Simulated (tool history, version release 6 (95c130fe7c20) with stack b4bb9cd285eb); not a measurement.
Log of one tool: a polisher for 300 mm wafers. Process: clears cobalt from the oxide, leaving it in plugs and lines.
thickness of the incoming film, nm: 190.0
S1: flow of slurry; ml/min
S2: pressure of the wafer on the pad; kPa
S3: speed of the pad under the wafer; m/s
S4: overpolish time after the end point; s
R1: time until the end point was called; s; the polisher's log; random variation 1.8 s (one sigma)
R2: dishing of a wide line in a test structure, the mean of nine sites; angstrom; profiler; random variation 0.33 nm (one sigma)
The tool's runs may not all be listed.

run  hour   S1    S2    S3  S4      R1      R2
  1     0  310   8.3  1.12  12  48.762  284.27
  2   4.8  310   8.3  1.38  12  39.797  306.21
  3  12.3  310  10.3  1.38  12  33.352  337.66
  4  17.1  310  11.7  1.38  12  28.417  346.81
  5  21.8  305   9.7   1.2  13  39.624  314.26
  6    24  305  10.3   1.2  13    38.7   334.9
  7  25.5  300     9  1.06  13  49.201  292.02
  8  34.3  295   7.6  0.98  14  61.678  279.05
  9  38.3  295   7.6  0.98  14   60.22  273.12

The next listed run, before its measurement:
 10  42.2  295  6.9  0.92  15   ?   ?

Run 10 gave R1 68.965 s, R2 273.36 angstrom.
